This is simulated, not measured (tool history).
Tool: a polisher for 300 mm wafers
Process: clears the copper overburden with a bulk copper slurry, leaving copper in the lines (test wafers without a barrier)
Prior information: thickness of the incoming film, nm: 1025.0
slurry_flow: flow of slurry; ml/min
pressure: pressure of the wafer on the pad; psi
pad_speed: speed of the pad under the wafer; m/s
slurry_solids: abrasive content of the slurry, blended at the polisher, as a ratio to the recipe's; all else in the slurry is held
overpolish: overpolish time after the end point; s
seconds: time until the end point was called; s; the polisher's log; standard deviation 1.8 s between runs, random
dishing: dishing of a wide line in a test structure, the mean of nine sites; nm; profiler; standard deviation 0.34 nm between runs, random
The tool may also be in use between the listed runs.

{"run": 1, "hour": 0.0, "slurry_flow": 285, "pressure": 3.3, "pad_speed": 1.1, "slurry_solids": 1, "overpolish": 12, "seconds": 108.26, "dishing": 27.145}
{"run": 2, "hour": 1.1, "slurry_flow": 285, "pressure": 2.8, "pad_speed": 1.12, "slurry_solids": 1, "overpolish": 10, "seconds": 124.96, "dishing": 25.306}
{"run": 3, "hour": 5.7, "slurry_flow": 285, "pressure": 2.5, "pad_speed": 1.16, "slurry_solids": 1, "overpolish": 8, "seconds": 135.62, "dishing": 22.842}
{"run": 4, "hour": 6.7, "slurry_flow": 285, "pressure": 2.8, "pad_speed": 1.16, "slurry_solids": 1, "overpolish": 8, "seconds": 120.93, "dishing": 24.166}
{"run": 5, "hour": 13.5, "slurry_flow": 285, "pressure": 2.4, "pad_speed": 1.16, "slurry_solids": 1, "overpolish": 8, "seconds": 139.55, "dishing": 22.219}
{"hour": 20.1, "done": "slurry nozzle cleaned"}
{"run": 6, "hour": 20.1, "slurry_flow": 285, "pressure": 2.4, "pad_speed": 1.44, "slurry_solids": 1, "overpolish": 8, "seconds": 111.45, "dishing": 25.091}
{"run": 7, "hour": 24.2, "slurry_flow": 300, "pressure": 2.2, "pad_speed": 1.36, "slurry_solids": 1.1, "overpolish": 7, "seconds": 127.05, "dishing": 22.467}
{"run": 8, "hour": 30.4, "slurry_flow": 305, "pressure": 2, "pad_speed": 1.34, "slurry_solids": 1.15, "overpolish": 6, "seconds": 139.96, "dishing": 20.792}
{"run": 9, "hour": 36.2, "slurry_flow": 325, "pressure": 1.5, "pad_speed": 1.3, "slurry_solids": 1.35, "overpolish": 4, "seconds": 179.42, "dishing": 12.817}
{"run": 10, "hour": 44.8, "slurry_flow": 320, "pressure": 1.5, "pad_speed": 1.3, "slurry_solids": 1.3, "overpolish": 4, "seconds": 178.7, "dishing": 13.207}
{"run": 11, "hour": 48.7, "slurry_flow": 320, "pressure": 1.5, "pad_speed": 1.3, "slurry_solids": 1.25, "overpolish": 4, "seconds": 178.59, "dishing": 12.394}
{"run": 12, "hour": 54.3, "slurry_flow": 295, "pressure": 1.5, "pad_speed": 1.3, "slurry_solids": 1.25, "overpolish": 5, "seconds": 183.62, "dishing": 14.803}

What does the tool deliver on the next run?
{"run": 13, "hour": 60.2, "slurry_flow": 290, "pressure": 1.6, "pad_speed": 1.3, "slurry_solids": 1.25, "overpolish": 5, "seconds": "?", "dishing": "?"}

{"run 13": {"seconds": 172.62, "dishing": 15.533}}

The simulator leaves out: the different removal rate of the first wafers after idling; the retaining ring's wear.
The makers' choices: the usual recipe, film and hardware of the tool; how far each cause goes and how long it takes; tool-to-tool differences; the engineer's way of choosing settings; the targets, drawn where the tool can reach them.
